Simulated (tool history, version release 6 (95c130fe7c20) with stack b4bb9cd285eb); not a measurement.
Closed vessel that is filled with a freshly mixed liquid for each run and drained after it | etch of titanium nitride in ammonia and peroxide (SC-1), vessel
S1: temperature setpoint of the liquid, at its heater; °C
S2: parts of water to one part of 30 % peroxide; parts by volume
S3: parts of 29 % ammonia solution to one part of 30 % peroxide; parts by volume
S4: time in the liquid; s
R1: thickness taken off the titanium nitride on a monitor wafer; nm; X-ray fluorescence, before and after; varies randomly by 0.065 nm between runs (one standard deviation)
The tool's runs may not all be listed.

Run 1, hour 0.0: S1 48.0 °C, S2 6.0 parts by volume, S3 0.6 parts by volume, S4 370 s. Result: R1 33.088 nm.
Run 2, hour 9.4: S1 53.5 °C, S2 6.0 parts by volume, S3 0.6 parts by volume, S4 370 s. Result: R1 49.040 nm.
Run 3, hour 12.5: S1 50.5 °C, S2 6.0 parts by volume, S3 0.6 parts by volume, S4 370 s. Result: R1 39.751 nm.
Run 4, hour 19.3: S1 55.0 °C, S2 6.0 parts by volume, S3 0.6 parts by volume, S4 370 s. Result: R1 54.380 nm.
Run 5, hour 26.4: S1 52.0 °C, S2 6.0 parts by volume, S3 0.6 parts by volume, S4 370 s. Result: R1 43.904 nm.
Run 6, hour 34.1: S1 52.0 °C, S2 5.0 parts by volume, S3 0.6 parts by volume, S4 370 s. Result: R1 48.079 nm.
Run 7, hour 43.1: S1 44.0 °C, S2 5.5 parts by volume, S3 0.6 parts by volume, S4 370 s. Result: R1 26.169 nm.
Run 8, hour 46.2: S1 43.0 °C, S2 5.5 parts by volume, S3 0.6 parts by volume, S4 370 s. Result: R1 24.257 nm.

Estimate the outcome of run 9 from the log above:
Run 9, hour 51.8: S1 42.0 °C, S2 5.5 parts by volume, S3 0.6 parts by volume, S4 370 s. Result: R1 ?.

R1: 22.591 nm
